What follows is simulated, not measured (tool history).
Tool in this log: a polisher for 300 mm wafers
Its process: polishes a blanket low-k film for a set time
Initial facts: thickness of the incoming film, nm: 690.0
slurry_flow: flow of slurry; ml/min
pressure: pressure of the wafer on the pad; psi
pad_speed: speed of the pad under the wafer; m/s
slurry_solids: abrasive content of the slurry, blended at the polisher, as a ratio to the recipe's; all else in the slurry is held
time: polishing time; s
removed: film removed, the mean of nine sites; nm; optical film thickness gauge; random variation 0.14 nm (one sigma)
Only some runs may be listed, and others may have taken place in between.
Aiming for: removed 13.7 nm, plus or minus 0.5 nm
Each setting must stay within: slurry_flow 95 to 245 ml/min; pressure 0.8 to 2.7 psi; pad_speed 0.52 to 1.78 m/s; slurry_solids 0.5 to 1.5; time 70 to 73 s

{"run": 1, "day": 0.0, "slurry_flow": 155, "pressure": 1.7, "pad_speed": 1.14, "slurry_solids": 1, "time": 70, "removed": 29.555}
{"run": 2, "day": 0.138, "slurry_flow": 155, "pressure": 1.7, "pad_speed": 1.36, "slurry_solids": 1, "time": 70, "removed": 32.984}
{"run": 3, "day": 0.396, "slurry_flow": 155, "pressure": 1.7, "pad_speed": 1.36, "slurry_solids": 1, "time": 70, "removed": 33.471}
{"run": 4, "day": 0.629, "slurry_flow": 155, "pressure": 1.7, "pad_speed": 1.36, "slurry_solids": 1.2, "time": 70, "removed": 35.365}
{"run": 5, "day": 0.95, "slurry_flow": 155, "pressure": 1.6, "pad_speed": 1.3, "slurry_solids": 1.2, "time": 70, "removed": 32.879}
{"run": 6, "day": 1.179, "slurry_flow": 155, "pressure": 1.6, "pad_speed": 1.3, "slurry_solids": 1.35, "time": 70, "removed": 34.769}
{"run": 7, "day": 1.408, "slurry_flow": 155, "pressure": 1.6, "pad_speed": 1.3, "slurry_solids": 1.35, "time": 70, "removed": 34.004}
{"run": 8, "day": 1.467, "slurry_flow": 155, "pressure": 1.5, "pad_speed": 1.22, "slurry_solids": 1.35, "time": 70, "removed": 31.417}
{"run": 9, "day": 1.654, "slurry_flow": 155, "pressure": 1.4, "pad_speed": 1.14, "slurry_solids": 1.35, "time": 70, "removed": 27.737}

Consider the 4 candidate settings below. Which is the only one whose results all fall within their allowed miss of target?
{"run": "A", "day": 1.842, "slurry_flow": 130, "pressure": 1, "pad_speed": 0.8, "slurry_solids": 1.15, "time": 70, "removed": "?"}
{"run": "B", "day": 1.842, "slurry_flow": 135, "pressure": 1, "pad_speed": 1.08, "slurry_solids": 1.25, "time": 70, "removed": "?"}
{"run": "C", "day": 1.842, "slurry_flow": 150, "pressure": 0.9, "pad_speed": 0.64, "slurry_solids": 1.1, "time": 70, "removed": "?"}
{"run": "D", "day": 1.842, "slurry_flow": 150, "pressure": 0.9, "pad_speed": 0.74, "slurry_solids": 1.15, "time": 70, "removed": "?"}

move=A removed=15.555
move=B removed=19.32
move=C removed=12.603
move=D removed=13.889
A: better than the last run, though not everything is in spec
B: better than the last run, though not everything is in spec
C: takes the biggest miss from the last run beyond its target
D: every result within its allowed miss
Correct choice: D, which meets every target
